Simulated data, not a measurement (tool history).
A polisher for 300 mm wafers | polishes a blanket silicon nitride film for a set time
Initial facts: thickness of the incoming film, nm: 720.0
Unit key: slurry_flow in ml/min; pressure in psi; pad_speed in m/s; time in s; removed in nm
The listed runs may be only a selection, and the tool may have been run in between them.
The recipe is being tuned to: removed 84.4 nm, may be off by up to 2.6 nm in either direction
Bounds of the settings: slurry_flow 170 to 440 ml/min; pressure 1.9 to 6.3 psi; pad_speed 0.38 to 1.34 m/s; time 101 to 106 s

run	hour	slurry_flow	pressure	pad_speed	time	removed
1	0	280	4.1	0.86	101	150.38
2	7.2	340	4.1	0.86	101	152.02
3	8	340	3.8	0.86	101	145.05
4	11.7	340	3.8	0.86	101	143.14
# hour 18.2: head pressure recalibrated
5	18.2	340	3.8	1.04	101	174.86
6	25.5	340	3.8	1.04	101	174.63
7	29.2	335	3.3	0.98	101	150.13
8	32.5	335	3	0.9	101	133.68
9	40.7	335	2.7	0.84	101	114.85
10	46.7	335	2.5	0.8	101	107.87
11	53	335	2.4	0.76	101	99.757
12	54.6	335	2.3	0.74	101	94.752
13	58.8	335	2.2	0.74	101	92.907

Consider the 4 candidate settings below. Which is the only one whose results all fall within their allowed miss of target?
A	63	360	2.2	0.74	106	?
B	63	305	1.9	0.64	101	?
C	63	375	1.9	0.72	101	?
D	63	350	3.4	0.62	103	?

move	removed
A	98.58
B	75.986
C	84.984
D	108.88
A: the biggest miss grows against the last run
B: pushes the last run's worst result past its target
C: every result lands within tolerance
D: the biggest miss grows against the last run
So the answer is move C, the one that meets all the targets.
